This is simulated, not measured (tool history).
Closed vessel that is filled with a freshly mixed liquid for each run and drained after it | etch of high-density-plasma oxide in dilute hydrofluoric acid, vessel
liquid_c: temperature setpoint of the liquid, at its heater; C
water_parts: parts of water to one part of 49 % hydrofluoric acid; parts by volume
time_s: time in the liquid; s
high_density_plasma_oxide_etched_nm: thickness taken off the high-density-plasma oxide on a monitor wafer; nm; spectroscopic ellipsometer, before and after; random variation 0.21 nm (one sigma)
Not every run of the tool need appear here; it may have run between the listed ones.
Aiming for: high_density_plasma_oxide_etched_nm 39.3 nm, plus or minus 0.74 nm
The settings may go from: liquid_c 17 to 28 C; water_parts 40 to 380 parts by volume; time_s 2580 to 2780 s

| run | day | liquid_c | water_parts | time_s | high_density_plasma_oxide_etched_nm |
|---|---|---|---|---|---|
| 1 | 0 | 20 | 210 | 2580 | 80.112 |
| 2 | 0.317 | 22 | 210 | 2580 | 86.225 |
| 3 | 0.383 | 23.5 | 210 | 2580 | 89.877 |
| 4 | 0.575 | 22 | 240 | 2580 | 72.479 |
| 5 | 0.704 | 22 | 240 | 2580 | 73.279 |
| 6 | 1.083 | 19.5 | 240 | 2580 | 67.079 |
| 7 | 1.417 | 19 | 260 | 2580 | 59.199 |
| 8 | 1.529 | 18.5 | 275 | 2580 | 53.901 |
| 9 | 1.808 | 17 | 330 | 2580 | 40.646 |

Below are 5 possible settings for the next run. Only one of them brings all results inside the allowed miss of their targets. Which is it?
| A | 2.088 | 19 | 350 | 2670 | ? |
| B | 2.088 | 17 | 345 | 2650 | ? |
| C | 2.088 | 18 | 335 | 2620 | ? |
| D | 2.088 | 17.5 | 355 | 2775 | ? |
| E | 2.088 | 17 | 360 | 2660 | ? |

| move | high_density_plasma_oxide_etched_nm |
|---|---|
| A | 42.015 |
| B | 39.485 |
| C | 42.058 |
| D | 40.6 |
| E | 37.528 |
A: moves away from the targets compared with the last run
B: each result inside its tolerance
C: moves away from the targets compared with the last run
D: as far off as the last run
E: pushes the last run's worst result past its target
The right move is B.
